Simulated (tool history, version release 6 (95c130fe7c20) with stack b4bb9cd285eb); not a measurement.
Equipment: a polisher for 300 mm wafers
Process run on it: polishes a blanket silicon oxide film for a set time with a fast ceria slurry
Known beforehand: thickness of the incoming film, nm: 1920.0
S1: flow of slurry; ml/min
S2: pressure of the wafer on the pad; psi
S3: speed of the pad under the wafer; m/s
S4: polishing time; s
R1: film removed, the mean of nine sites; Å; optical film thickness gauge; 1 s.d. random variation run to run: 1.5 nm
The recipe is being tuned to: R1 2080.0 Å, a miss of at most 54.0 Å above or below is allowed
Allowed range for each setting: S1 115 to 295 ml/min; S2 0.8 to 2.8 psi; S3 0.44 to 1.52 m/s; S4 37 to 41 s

{"run": 1, "hour": 0.0, "S1": 190, "S2": 1.8, "S3": 0.98, "S4": 41, "R1": 3861.7}
{"run": 2, "hour": 6.8, "S1": 190, "S2": 1.8, "S3": 0.82, "S4": 41, "R1": 3313.8}
{"run": 3, "hour": 7.8, "S1": 190, "S2": 1.6, "S3": 0.82, "S4": 41, "R1": 2916.2}
{"run": 4, "hour": 15.1, "S1": 185, "S2": 1.5, "S3": 0.82, "S4": 41, "R1": 2725.3}
{"run": 5, "hour": 18.9, "S1": 180, "S2": 1.4, "S3": 0.82, "S4": 41, "R1": 2555.1}
{"run": 6, "hour": 19.5, "S1": 175, "S2": 1.3, "S3": 0.82, "S4": 41, "R1": 2367.9}
{"run": 7, "hour": 22.1, "S1": 165, "S2": 1.3, "S3": 0.82, "S4": 41, "R1": 2350.4}
{"run": 8, "hour": 25.9, "S1": 155, "S2": 1.3, "S3": 0.82, "S4": 41, "R1": 2314.9}
{"run": 9, "hour": 34.4, "S1": 150, "S2": 1.3, "S3": 0.82, "S4": 41, "R1": 2320.7}
{"run": 10, "hour": 43.0, "S1": 145, "S2": 1.3, "S3": 0.82, "S4": 41, "R1": 2326.2}

Next run, 5 choices. One meets every target within its allowed miss, the rest don't. Which?
{"run": "A", "hour": 51.6, "S1": 135, "S2": 1.3, "S3": 0.86, "S4": 38, "R1": "?"}
{"run": "B", "hour": 51.6, "S1": 215, "S2": 1.2, "S3": 0.82, "S4": 41, "R1": "?"}
{"run": "C", "hour": 51.6, "S1": 160, "S2": 1.1, "S3": 0.92, "S4": 41, "R1": "?"}
{"run": "D", "hour": 51.6, "S1": 125, "S2": 1.6, "S3": 0.78, "S4": 41, "R1": "?"}
{"run": "E", "hour": 51.6, "S1": 115, "S2": 1.2, "S3": 0.92, "S4": 38, "R1": "?"}

move=A R1=2218.8
move=B R1=2281.3
move=C R1=2247.3
move=D R1=2618.9
move=E R1=2118.9
A: better than the last run, though not everything is in spec
B: better than the last run, though not everything is in spec
C: better than the last run, though not everything is in spec
D: misses by more than the last run did
E: hits every target within its allowed miss
E meets every target.
